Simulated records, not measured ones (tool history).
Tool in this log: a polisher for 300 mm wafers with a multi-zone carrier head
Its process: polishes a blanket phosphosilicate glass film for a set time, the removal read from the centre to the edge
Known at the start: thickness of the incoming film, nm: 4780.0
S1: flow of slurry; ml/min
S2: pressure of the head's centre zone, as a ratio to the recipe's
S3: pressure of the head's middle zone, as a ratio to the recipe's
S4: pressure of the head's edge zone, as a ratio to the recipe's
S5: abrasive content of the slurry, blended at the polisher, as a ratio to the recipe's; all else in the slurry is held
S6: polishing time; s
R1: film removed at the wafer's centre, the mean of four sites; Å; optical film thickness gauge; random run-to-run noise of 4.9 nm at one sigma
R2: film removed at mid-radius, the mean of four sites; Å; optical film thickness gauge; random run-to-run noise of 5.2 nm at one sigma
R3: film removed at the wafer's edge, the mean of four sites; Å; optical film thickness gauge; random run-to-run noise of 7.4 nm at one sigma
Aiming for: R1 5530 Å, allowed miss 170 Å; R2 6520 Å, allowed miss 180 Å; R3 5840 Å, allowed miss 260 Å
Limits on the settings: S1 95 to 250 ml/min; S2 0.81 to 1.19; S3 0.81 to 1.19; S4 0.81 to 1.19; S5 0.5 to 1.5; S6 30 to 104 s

run,hour,S1,S2,S3,S4,S5,S6,R1,R2,R3
1,0,160,1,1,1,1,67,7987.8,8856.7,8835.1
2,8.1,160,0.99,1,0.97,0.9,66,7566.3,8357.8,8325.7
3,12.8,160,0.98,1.02,0.95,0.8,64,6848,7867,7334.6
4,14.5,155,0.97,1.01,0.93,0.75,64,6579.8,7492.3,7026.3
5,22.2,150,0.96,1.01,0.91,0.7,64,6305,7259.9,6824.3
6,29.7,150,0.96,1.01,0.91,0.9,64,6974.8,7959.9,7736.9
7,34.9,150,0.95,1.01,0.9,0.8,64,6599,7593.4,7229.2
8,40.8,150,0.95,1.01,0.89,0.75,64,6363.5,7319.8,7196.9
9,43.1,145,0.96,1.02,0.89,0.7,64,6303.8,7246.9,6698.1
10,44.3,100,0.91,0.99,0.83,0.55,64,4719.6,5708.8,5427.5
11,48.3,110,0.92,1,0.83,0.55,64,4959.1,5838.6,5570.7
12,51.6,120,0.92,1.01,0.83,0.55,64,5077.7,6109.6,5725.1
13,56.6,125,0.93,1.02,0.83,0.55,64,5138.7,6198.9,5846.4
# hour 65: centre zone pressure recalibrated
14,65,155,1.03,1.1,0.81,0.5,62,6162.8,6399.4,5342.9
15,70.5,155,1.03,1.1,0.81,0.5,62,6218,6433.9,5356.5
16,79.3,150,1.02,1.09,0.83,0.5,62,6052.3,6359.2,5573.8
17,82.7,150,1.01,1.1,0.84,0.5,62,6115.3,6449.9,5462.8

Consider the 4 candidate settings below. Which is the only one whose results all fall within their allowed miss of target?
A,86.1,150,0.82,1,0.84,0.7,61,?,?,?
B,86.1,95,0.91,1.09,0.84,0.75,60,?,?,?
C,86.1,145,0.88,1.03,0.87,0.5,70,?,?,?
D,86.1,140,0.84,1.1,0.83,0.55,64,?,?,?

move,R1,R2,R3
A,5808.3,6829.3,6197
B,5530.3,6551.9,5746.3
C,5994.5,6831.4,6153.7
D,5474,6855.2,5723.4
A: an improvement on the last run, though not all results are within tolerance
B: every result lands within tolerance
C: an improvement on the last run, though not all results are within tolerance
D: brings the result that was furthest off to its target, and leaves another outside
So the answer is move B, the one that meets all the targets.

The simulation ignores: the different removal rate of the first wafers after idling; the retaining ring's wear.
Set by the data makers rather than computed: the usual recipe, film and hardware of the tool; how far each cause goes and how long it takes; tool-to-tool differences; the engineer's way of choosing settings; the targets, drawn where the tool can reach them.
